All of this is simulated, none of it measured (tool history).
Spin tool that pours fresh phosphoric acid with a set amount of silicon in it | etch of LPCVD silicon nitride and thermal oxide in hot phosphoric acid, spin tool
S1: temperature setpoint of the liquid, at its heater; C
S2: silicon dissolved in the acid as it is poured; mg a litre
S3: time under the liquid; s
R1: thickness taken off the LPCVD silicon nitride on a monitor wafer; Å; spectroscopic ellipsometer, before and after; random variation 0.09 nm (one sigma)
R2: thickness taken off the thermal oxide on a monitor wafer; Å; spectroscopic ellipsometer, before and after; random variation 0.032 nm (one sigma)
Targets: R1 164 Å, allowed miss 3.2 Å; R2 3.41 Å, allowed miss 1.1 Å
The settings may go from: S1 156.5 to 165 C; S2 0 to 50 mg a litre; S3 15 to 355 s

{"run": 1, "hour": 0.0, "S1": 160, "S2": 27, "S3": 180, "R1": 142.98, "R2": 2.6795}
{"run": 2, "hour": 2.3, "S1": 160, "S2": 27, "S3": 105, "R1": 84.276, "R2": 1.328}
{"run": 3, "hour": 7.3, "S1": 160, "S2": 27, "S3": 160, "R1": 128.29, "R2": 2.212}
{"run": 4, "hour": 8.8, "S1": 160, "S2": 21.5, "S3": 160, "R1": 128.93, "R2": 2.5404}
{"run": 5, "hour": 9.7, "S1": 161, "S2": 22.5, "S3": 165, "R1": 137.77, "R2": 2.8535}
{"run": 6, "hour": 16.0, "S1": 161, "S2": 8, "S3": 165, "R1": 136.1, "R2": 4.6095}
{"run": 7, "hour": 17.4, "S1": 162, "S2": 13.5, "S3": 165, "R1": 141.98, "R2": 3.4022}
{"run": 8, "hour": 21.1, "S1": 163, "S2": 13, "S3": 165, "R1": 145.61, "R2": 3.9108}
{"run": 9, "hour": 27.7, "S1": 165, "S2": 24.5, "S3": 180, "R1": 169.15, "R2": 3.9598}
{"run": 10, "hour": 33.4, "S1": 165, "S2": 25.5, "S3": 180, "R1": 170.99, "R2": 3.4069}
{"run": 11, "hour": 40.6, "S1": 164.5, "S2": 25, "S3": 180, "R1": 165.48, "R2": 3.7587}
{"run": 12, "hour": 45.2, "S1": 164.5, "S2": 26, "S3": 180, "R1": 167.09, "R2": 3.1777}

Which of these 5 next moves meets every target?
{"run": "A", "hour": 49.8, "S1": 164, "S2": 40.5, "S3": 185, "R1": "?", "R2": "?"}
{"run": "B", "hour": 49.8, "S1": 163.5, "S2": 22.5, "S3": 190, "R1": "?", "R2": "?"}
{"run": "C", "hour": 49.8, "S1": 164, "S2": 25, "S3": 180, "R1": "?", "R2": "?"}
{"run": "D", "hour": 49.8, "S1": 165, "S2": 39, "S3": 180, "R1": "?", "R2": "?"}
{"run": "E", "hour": 49.8, "S1": 162.5, "S2": 31.5, "S3": 195, "R1": "?", "R2": "?"}

move=A R1=168.39 R2=1.2892
move=B R1=170.11 R2=2.8616
move=C R1=163.84 R2=2.5953
move=D R1=169.32 R2=1.4883
move=E R1=168.9 R2=1.974
A: further off than the last run
B: further off than the last run
C: meets every target
D: further off than the last run
E: further off than the last run
Answer: C
